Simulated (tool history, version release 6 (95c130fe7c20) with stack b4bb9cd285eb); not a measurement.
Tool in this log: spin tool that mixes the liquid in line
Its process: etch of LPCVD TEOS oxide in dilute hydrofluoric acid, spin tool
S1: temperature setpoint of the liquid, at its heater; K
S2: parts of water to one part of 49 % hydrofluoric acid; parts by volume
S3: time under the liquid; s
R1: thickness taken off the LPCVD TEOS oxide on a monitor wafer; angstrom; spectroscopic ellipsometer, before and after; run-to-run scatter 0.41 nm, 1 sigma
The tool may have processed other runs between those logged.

run	hour	S1	S2	S3	R1
1	0.0	294.15	175	105	239.44
2	1.1	294.15	125	105	351.81
3	3.5	294.15	150	105	286.04
4	11.7	294.15	150	110	297.93
5	13.0	294.15	195	110	219.33
6	19.5	292.65	195	110	206.11

Estimate the outcome of run 7 from the log above:
7	27.5	296.65	125	110	?

R1: 406.95 angstrom
